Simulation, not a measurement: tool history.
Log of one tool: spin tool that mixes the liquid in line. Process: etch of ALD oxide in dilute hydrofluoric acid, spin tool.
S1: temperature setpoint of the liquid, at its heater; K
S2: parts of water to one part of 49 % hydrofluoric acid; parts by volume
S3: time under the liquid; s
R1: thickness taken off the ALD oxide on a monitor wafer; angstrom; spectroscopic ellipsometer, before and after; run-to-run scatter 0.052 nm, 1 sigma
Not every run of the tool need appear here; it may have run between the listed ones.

Run 1, day 0.000: S1 293.15 K, S2 130 parts by volume, S3 50 s. Result: R1 58.573 angstrom.
Run 2, day 0.371: S1 293.15 K, S2 130 parts by volume, S3 50 s. Result: R1 59.060 angstrom.
Run 3, day 0.646: S1 294.65 K, S2 130 parts by volume, S3 50 s. Result: R1 62.528 angstrom.
Run 4, day 0.979: S1 294.65 K, S2 130 parts by volume, S3 35 s. Result: R1 43.253 angstrom.
Run 5, day 1.238: S1 295.15 K, S2 115 parts by volume, S3 35 s. Result: R1 50.770 angstrom.
Run 6, day 1.542: S1 295.65 K, S2 100 parts by volume, S3 35 s. Result: R1 60.675 angstrom.
Run 7, day 1.854: S1 296.65 K, S2 95 parts by volume, S3 35 s. Result: R1 66.540 angstrom.
Run 8, day 2.050: S1 300.65 K, S2 85 parts by volume, S3 35 s. Result: R1 89.353 angstrom.

What does the tool deliver on the next run?
Run 9, day 2.421: S1 300.15 K, S2 85 parts by volume, S3 35 s. Result: R1 ?.

{"run 9": {"R1": 87.138}}

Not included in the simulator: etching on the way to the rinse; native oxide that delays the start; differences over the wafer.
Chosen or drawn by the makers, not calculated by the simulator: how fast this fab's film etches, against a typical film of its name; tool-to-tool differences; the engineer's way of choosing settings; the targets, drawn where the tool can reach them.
